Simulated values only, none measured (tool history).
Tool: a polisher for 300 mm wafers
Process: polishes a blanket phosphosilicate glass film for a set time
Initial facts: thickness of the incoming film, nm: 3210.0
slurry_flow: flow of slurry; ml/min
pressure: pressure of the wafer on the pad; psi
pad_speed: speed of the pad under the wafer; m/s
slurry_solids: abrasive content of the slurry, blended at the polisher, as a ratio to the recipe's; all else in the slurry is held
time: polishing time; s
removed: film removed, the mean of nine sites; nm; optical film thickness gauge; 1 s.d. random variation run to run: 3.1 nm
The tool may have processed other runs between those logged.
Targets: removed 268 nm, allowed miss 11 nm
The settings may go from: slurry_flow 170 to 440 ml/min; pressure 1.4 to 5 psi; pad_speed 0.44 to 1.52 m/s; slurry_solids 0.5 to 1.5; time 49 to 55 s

run 1 hour=0 | slurry_flow=280 pressure=3.2 pad_speed=0.98 slurry_solids=1 time=55 | removed=500
run 2 hour=3.9 | slurry_flow=280 pressure=3.2 pad_speed=0.98 slurry_solids=1.1 time=55 | removed=524.47
run 3 hour=12.9 | slurry_flow=280 pressure=3.2 pad_speed=0.98 slurry_solids=1 time=55 | removed=497.73
run 4 hour=16.8 | slurry_flow=280 pressure=2.7 pad_speed=0.96 slurry_solids=1 time=55 | removed=425.24
run 5 hour=22.9 | slurry_flow=280 pressure=2.4 pad_speed=0.94 slurry_solids=1 time=55 | removed=386.76
run 6 hour=24.2 | slurry_flow=280 pressure=2.4 pad_speed=0.94 slurry_solids=1 time=49 | removed=332.94
run 7 hour=26.1 | slurry_flow=280 pressure=2.2 pad_speed=0.94 slurry_solids=1 time=49 | removed=319.2
run 8 hour=31 | slurry_flow=280 pressure=2.1 pad_speed=0.94 slurry_solids=1 time=49 | removed=298.97
run 9 hour=40 | slurry_flow=280 pressure=2 pad_speed=0.94 slurry_solids=1 time=49 | removed=288.61

Below are 4 possible settings for the next run. Only one of them brings all results inside the allowed miss of their targets. Which is it?
run A hour=49 | slurry_flow=305 pressure=2 pad_speed=0.96 slurry_solids=0.95 time=50 | removed=?
run B hour=49 | slurry_flow=235 pressure=1.7 pad_speed=1 slurry_solids=1.1 time=51 | removed=?
run C hour=49 | slurry_flow=270 pressure=2 pad_speed=0.9 slurry_solids=0.9 time=49 | removed=?
run D hour=49 | slurry_flow=310 pressure=2 pad_speed=0.74 slurry_solids=1.05 time=49 | removed=?

move=A removed=298.78
move=B removed=283.42
move=C removed=270.72
move=D removed=245.97
A: its largest miss is bigger than the last run's
B: closer than the last run, but not yet in spec
C: every result within its allowed miss
D: takes the result that was furthest off past its target
Go with C: it meets all targets.
